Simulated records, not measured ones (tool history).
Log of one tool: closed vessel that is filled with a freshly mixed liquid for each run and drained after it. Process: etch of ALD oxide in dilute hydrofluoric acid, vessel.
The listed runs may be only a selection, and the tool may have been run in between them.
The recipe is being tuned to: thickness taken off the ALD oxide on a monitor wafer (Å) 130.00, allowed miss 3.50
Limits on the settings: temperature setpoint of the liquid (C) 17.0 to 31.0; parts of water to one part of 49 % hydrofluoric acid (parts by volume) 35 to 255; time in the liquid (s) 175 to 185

run	hour	temperature setpoint of the liquid (C)	parts of water to one part of 49 % hydrofluoric acid (parts by volume)	time in the liquid (s)	thickness taken off the ALD oxide on a monitor wafer (Å)
1	0.0	23.0	145	175	165.14
2	8.4	25.5	145	175	181.74
3	15.9	25.5	110	175	250.19
4	17.2	23.0	125	175	194.73
5	25.6	21.0	130	175	172.72
6	27.6	21.0	130	185	183.06
7	32.4	19.5	135	185	165.38
8	41.1	18.5	140	185	149.95
9	42.8	18.0	145	185	142.77
10	49.3	17.5	145	185	139.05

Exercise: of the 4 proposed moves below, exactly one satisfies all targets within the stated allowed misses. Which move is it?
A	55.8	19.0	155	175	?
B	55.8	17.0	130	175	?
C	55.8	17.0	140	185	?
D	55.8	17.5	135	185	?

move	thickness taken off the ALD oxide on a monitor wafer (Å)
A	129.97
B	146.46
C	142.35
D	151.45
A: every result lands within tolerance
B: further off than the last run
C: further off than the last run
D: further off than the last run
Answer: A
